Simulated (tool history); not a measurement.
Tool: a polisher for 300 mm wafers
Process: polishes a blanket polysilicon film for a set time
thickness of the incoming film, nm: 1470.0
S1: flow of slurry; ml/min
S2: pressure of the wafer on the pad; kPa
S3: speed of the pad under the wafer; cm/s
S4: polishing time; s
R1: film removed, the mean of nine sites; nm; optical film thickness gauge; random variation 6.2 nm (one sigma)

| run | day | S1 | S2 | S3 | S4 | R1 |
|---|---|---|---|---|---|---|
| 1 | 0.000 | 235 | 13.1 | 88 | 109 | 523.55 |
| 2 | 0.346 | 200 | 13.1 | 88 | 109 | 511.80 |
| 3 | 0.433 | 200 | 13.1 | 100 | 109 | 575.29 |
| 4 | 0.792 | 200 | 13.1 | 112 | 109 | 647.49 |
| 5 | 0.817 | 200 | 13.1 | 96 | 109 | 558.04 |
| 6 | 0.904 | 200 | 15.9 | 96 | 109 | 675.02 |
| 7 | 1.008 | 205 | 16.5 | 96 | 109 | 698.53 |
| 8 | 1.367 | 210 | 17.2 | 96 | 109 | 738.20 |

Run 9 comes next. What will it give?
| 9 | 1.408 | 215 | 17.9 | 96 | 109 | ? |

R1: 766.69 nm

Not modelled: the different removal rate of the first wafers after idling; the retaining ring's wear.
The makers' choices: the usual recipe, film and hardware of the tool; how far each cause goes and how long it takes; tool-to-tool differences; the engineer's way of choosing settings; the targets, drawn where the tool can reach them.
